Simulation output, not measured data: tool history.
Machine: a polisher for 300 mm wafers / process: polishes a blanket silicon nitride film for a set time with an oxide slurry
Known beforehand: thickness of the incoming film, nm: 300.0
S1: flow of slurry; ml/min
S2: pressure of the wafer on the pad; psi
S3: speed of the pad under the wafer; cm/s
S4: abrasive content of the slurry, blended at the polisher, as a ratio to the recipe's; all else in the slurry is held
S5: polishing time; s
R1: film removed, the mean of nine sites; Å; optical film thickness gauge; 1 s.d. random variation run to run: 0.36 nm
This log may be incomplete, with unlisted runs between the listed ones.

{"run": 1, "day": 0.0, "S1": 260, "S2": 4.6, "S3": 104, "S4": 1.0, "S5": 81, "R1": 801.34}
{"run": 2, "day": 0.3, "S1": 260, "S2": 4.6, "S3": 78, "S4": 1.0, "S5": 81, "R1": 635.13}
{"run": 3, "day": 0.442, "S1": 260, "S2": 4.0, "S3": 78, "S4": 1.0, "S5": 81, "R1": 563.11}
{"run": 4, "day": 0.554, "S1": 260, "S2": 3.8, "S3": 78, "S4": 1.0, "S5": 81, "R1": 532.67}
{"run": 5, "day": 0.783, "S1": 260, "S2": 3.7, "S3": 78, "S4": 1.0, "S5": 81, "R1": 519.11}
{"run": 6, "day": 0.883, "S1": 260, "S2": 3.6, "S3": 78, "S4": 1.0, "S5": 81, "R1": 495.47}

Run 7 is up next; what results do you expect?
{"run": 7, "day": 1.138, "S1": 255, "S2": 2.9, "S3": 78, "S4": 1.0, "S5": 81, "R1": "?"}

R1: 408.30 Å
